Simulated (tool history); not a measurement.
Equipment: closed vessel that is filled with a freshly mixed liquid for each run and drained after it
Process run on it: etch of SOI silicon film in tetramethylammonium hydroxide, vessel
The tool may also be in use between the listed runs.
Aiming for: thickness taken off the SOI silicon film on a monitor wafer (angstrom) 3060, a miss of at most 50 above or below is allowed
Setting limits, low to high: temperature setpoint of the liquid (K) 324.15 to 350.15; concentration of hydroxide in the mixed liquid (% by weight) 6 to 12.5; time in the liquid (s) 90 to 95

run,hour,temperature setpoint of the liquid (K),concentration of hydroxide in the mixed liquid (% by weight),time in the liquid (s),thickness taken off the SOI silicon film on a monitor wafer (angstrom)
1,0,337.15,8.5,90,5067.4
2,7.9,337.15,8.5,90,5070.2
3,9,337.15,8.5,95,5399.2
4,10.1,337.15,8.5,95,5387.9
5,12.3,337.15,8.5,90,5070.8
6,17.1,340.15,8.5,90,6093.6
7,23.3,337.65,8.5,90,5265.2
8,27.6,335.65,8.5,90,4643.2
9,35.4,334.15,8.5,90,4183.6
10,44.3,328.15,8.5,90,2890.2
11,47.1,328.65,8.5,90,2980.6

Consider the 5 candidate settings below. Which is the only one whose results all fall within their allowed miss of target?
A,49.9,328.15,8,90,?
B,49.9,326.65,7,95,?
C,49.9,328.15,9.5,95,?
D,49.9,329.65,9.5,90,?
E,49.9,329.15,7.5,90,?

move,thickness taken off the SOI silicon film on a monitor wafer (angstrom)
A,2952.6
B,2937.1
C,2934.9
D,3062.3
E,3210.4
A: further off than the last run
B: further off than the last run
C: further off than the last run
D: meets every target
E: takes the result that was furthest off past its target
Move D is the one to make.

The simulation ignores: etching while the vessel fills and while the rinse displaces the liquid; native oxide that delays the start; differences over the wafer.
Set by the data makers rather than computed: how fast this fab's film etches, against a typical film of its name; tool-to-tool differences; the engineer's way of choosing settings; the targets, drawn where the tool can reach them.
